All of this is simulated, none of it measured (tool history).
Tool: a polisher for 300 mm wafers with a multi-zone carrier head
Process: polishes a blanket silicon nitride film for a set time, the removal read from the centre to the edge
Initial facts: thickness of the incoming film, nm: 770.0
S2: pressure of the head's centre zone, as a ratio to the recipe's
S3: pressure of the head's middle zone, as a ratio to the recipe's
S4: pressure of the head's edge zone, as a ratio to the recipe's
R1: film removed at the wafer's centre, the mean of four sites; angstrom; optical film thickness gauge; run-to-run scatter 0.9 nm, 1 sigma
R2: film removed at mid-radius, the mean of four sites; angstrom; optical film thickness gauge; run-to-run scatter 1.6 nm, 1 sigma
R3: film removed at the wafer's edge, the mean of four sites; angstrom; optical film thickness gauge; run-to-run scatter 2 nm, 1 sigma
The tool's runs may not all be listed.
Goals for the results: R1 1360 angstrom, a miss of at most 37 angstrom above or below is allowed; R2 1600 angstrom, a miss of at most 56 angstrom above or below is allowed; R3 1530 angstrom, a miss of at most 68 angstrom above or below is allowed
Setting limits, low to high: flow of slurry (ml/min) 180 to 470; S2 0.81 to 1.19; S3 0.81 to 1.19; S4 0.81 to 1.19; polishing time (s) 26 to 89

Run 1, hour 0: flow of slurry (ml/min) 300, S2 1, S3 1, S4 1, polishing time (s) 57. Result: R1 1243.6 angstrom, R2 1300.5 angstrom, R3 1251.4 angstrom.
Run 2, hour 6.8: flow of slurry (ml/min) 300, S2 1, S3 1, S4 1, polishing time (s) 43. Result: R1 944.98 angstrom, R2 985.44 angstrom, R3 971.88 angstrom.
Run 3, hour 11.4: flow of slurry (ml/min) 275, S2 1, S3 1, S4 1, polishing time (s) 43. Result: R1 931.02 angstrom, R2 973.3 angstrom, R3 931.31 angstrom.
Run 4, hour 16.7: flow of slurry (ml/min) 220, S2 1, S3 1, S4 1, polishing time (s) 43. Result: R1 902.43 angstrom, R2 919.8 angstrom, R3 932.72 angstrom.
Run 5, hour 24.9: flow of slurry (ml/min) 240, S2 0.99, S3 1.03, S4 1.05, polishing time (s) 49. Result: R1 1017.1 angstrom, R2 1106.6 angstrom, R3 1071.6 angstrom.
Run 6, hour 30.6: flow of slurry (ml/min) 280, S2 0.99, S3 1.03, S4 1.05, polishing time (s) 49. Result: R1 1054.1 angstrom, R2 1136.8 angstrom, R3 1090.7 angstrom.
Run 7, hour 33.8: flow of slurry (ml/min) 295, S2 0.97, S3 1.04, S4 1.09, polishing time (s) 53. Result: R1 1097.6 angstrom, R2 1247.5 angstrom, R3 1201.6 angstrom.
Run 8, hour 40.2: flow of slurry (ml/min) 315, S2 0.97, S3 1.05, S4 1.12, polishing time (s) 56. Result: R1 1197.8 angstrom, R2 1333.1 angstrom, R3 1298.7 angstrom.
Run 9, hour 42.5: flow of slurry (ml/min) 335, S2 0.96, S3 1.06, S4 1.14, polishing time (s) 58. Result: R1 1225.7 angstrom, R2 1387.9 angstrom, R3 1396.2 angstrom.
Run 10, hour 47.3: flow of slurry (ml/min) 355, S2 0.97, S3 1.09, S4 1.15, polishing time (s) 58. Result: R1 1243.7 angstrom, R2 1413.7 angstrom, R3 1410.8 angstrom.
Run 11, hour 48.6: flow of slurry (ml/min) 355, S2 0.97, S3 1.09, S4 1.15, polishing time (s) 58. Result: R1 1243.7 angstrom, R2 1441 angstrom, R3 1393.3 angstrom.
Run 12, hour 55.7: flow of slurry (ml/min) 365, S2 0.97, S3 1.1, S4 1.16, polishing time (s) 59. Result: R1 1262.8 angstrom, R2 1461.9 angstrom, R3 1427.6 angstrom.
Run 13, hour 56.3: flow of slurry (ml/min) 370, S2 0.98, S3 1.11, S4 1.17, polishing time (s) 60. Result: R1 1295.2 angstrom, R2 1502.6 angstrom, R3 1451 angstrom.

Of the 4 settings listed for the next run, only one would bring every result within its allowed miss of target. Which one?
Run A, hour 56.9: flow of slurry (ml/min) 415, S2 0.97, S3 1.12, S4 1.19, polishing time (s) 63. Result: R1 ?, R2 ?, R3 ?.
Run B, hour 56.9: flow of slurry (ml/min) 440, S2 0.81, S3 1.02, S4 1.17, polishing time (s) 67. Result: R1 ?, R2 ?, R3 ?.
Run C, hour 56.9: flow of slurry (ml/min) 380, S2 1.02, S3 1.11, S4 1.19, polishing time (s) 54. Result: R1 ?, R2 ?, R3 ?.
Run D, hour 56.9: flow of slurry (ml/min) 375, S2 1.07, S3 1.14, S4 1.1, polishing time (s) 62. Result: R1 ?, R2 ?, R3 ?.

move      R1      R2      R3
   A  1372.9  1606.8  1521.6
   B    1222  1585.7  1611.1
   C  1228.9  1357.4  1297.7
   D  1479.2  1592.7    1429
A: in spec on every target
B: the biggest miss grows against the last run
C: the biggest miss grows against the last run
D: takes the result that was furthest off past its target
Go with A: it meets all targets.
